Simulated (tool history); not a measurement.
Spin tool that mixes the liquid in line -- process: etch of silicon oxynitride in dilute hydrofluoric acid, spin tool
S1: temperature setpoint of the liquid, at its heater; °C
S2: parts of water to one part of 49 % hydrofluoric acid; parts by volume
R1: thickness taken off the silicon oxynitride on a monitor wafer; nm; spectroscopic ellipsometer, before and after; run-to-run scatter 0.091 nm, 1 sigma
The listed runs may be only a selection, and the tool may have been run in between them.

Run 1, hour 0: S1 23 °C, S2 210 parts by volume, time under the liquid (s) 310. Result: R1 5.9376 nm.
Run 2, hour 2.6: S1 24 °C, S2 205 parts by volume, time under the liquid (s) 310. Result: R1 6.3226 nm.
Run 3, hour 11.4: S1 27 °C, S2 205 parts by volume, time under the liquid (s) 310. Result: R1 7.2493 nm.
Run 4, hour 15.2: S1 27.5 °C, S2 205 parts by volume, time under the liquid (s) 310. Result: R1 7.4327 nm.
Run 5, hour 16: S1 27.5 °C, S2 260 parts by volume, time under the liquid (s) 310. Result: R1 5.569 nm.
Run 6, hour 23.8: S1 27.5 °C, S2 300 parts by volume, time under the liquid (s) 310. Result: R1 4.7113 nm.

Run 7, settings as shown, results not yet in. Your forecast:
Run 7, hour 31.8: S1 28 °C, S2 285 parts by volume, time under the liquid (s) 310. Result: R1 ?.

Run 7 gave R1 5.0901 nm.
